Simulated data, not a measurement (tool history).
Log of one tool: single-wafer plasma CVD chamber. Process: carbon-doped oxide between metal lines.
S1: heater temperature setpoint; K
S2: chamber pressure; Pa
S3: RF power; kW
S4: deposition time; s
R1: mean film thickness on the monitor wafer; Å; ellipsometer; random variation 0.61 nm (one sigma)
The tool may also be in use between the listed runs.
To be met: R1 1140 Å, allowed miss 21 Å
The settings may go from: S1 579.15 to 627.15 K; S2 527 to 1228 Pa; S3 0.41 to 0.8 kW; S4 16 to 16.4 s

{"run": 1, "day": 0.0, "S1": 603.15, "S2": 877, "S3": 0.605, "S4": 16, "R1": 973.26}
{"run": 2, "day": 0.267, "S1": 603.15, "S2": 877, "S3": 0.57, "S4": 16, "R1": 942.35}
{"run": 3, "day": 0.4, "S1": 600.15, "S2": 900, "S3": 0.6, "S4": 16, "R1": 978}
{"run": 4, "day": 0.75, "S1": 600.15, "S2": 900, "S3": 0.555, "S4": 16, "R1": 940.29}
{"run": 5, "day": 1.067, "S1": 597.15, "S2": 919, "S3": 0.59, "S4": 16, "R1": 989.82}
{"day": 1.371, "done": "capacitance manometer re-zeroed and calibrated"}
{"run": 6, "day": 1.371, "S1": 602.15, "S2": 919, "S3": 0.59, "S4": 16, "R1": 970.21}
{"run": 7, "day": 1.746, "S1": 599.15, "S2": 965, "S3": 0.61, "S4": 16, "R1": 994.96}
{"run": 8, "day": 2.092, "S1": 596.15, "S2": 969, "S3": 0.63, "S4": 16, "R1": 1021.8}
{"run": 9, "day": 2.35, "S1": 594.15, "S2": 976, "S3": 0.65, "S4": 16, "R1": 1048.2}
{"run": 10, "day": 2.538, "S1": 592.15, "S2": 983, "S3": 0.665, "S4": 16, "R1": 1059.7}
{"run": 11, "day": 2.729, "S1": 591.15, "S2": 993, "S3": 0.68, "S4": 16, "R1": 1090.3}
{"run": 12, "day": 3.083, "S1": 590.15, "S2": 999, "S3": 0.685, "S4": 16, "R1": 1090.7}
{"run": 13, "day": 3.317, "S1": 589.15, "S2": 1005, "S3": 0.69, "S4": 16, "R1": 1097.4}
{"run": 14, "day": 3.446, "S1": 588.15, "S2": 1011, "S3": 0.695, "S4": 16, "R1": 1098.8}

Which of these 4 next moves meets every target?
{"run": "A", "day": 3.575, "S1": 584.15, "S2": 964, "S3": 0.6, "S4": 16.2, "R1": "?"}
{"run": "B", "day": 3.575, "S1": 582.15, "S2": 1047, "S3": 0.655, "S4": 16.4, "R1": "?"}
{"run": "C", "day": 3.575, "S1": 589.15, "S2": 945, "S3": 0.68, "S4": 16, "R1": "?"}
{"run": "D", "day": 3.575, "S1": 581.15, "S2": 1056, "S3": 0.625, "S4": 16, "R1": "?"}

move=A R1=1055.3
move=B R1=1131.6
move=C R1=1085.3
move=D R1=1084.2
A: further off than the last run
B: meets every target
C: further off than the last run
D: further off than the last run
The right move is B.

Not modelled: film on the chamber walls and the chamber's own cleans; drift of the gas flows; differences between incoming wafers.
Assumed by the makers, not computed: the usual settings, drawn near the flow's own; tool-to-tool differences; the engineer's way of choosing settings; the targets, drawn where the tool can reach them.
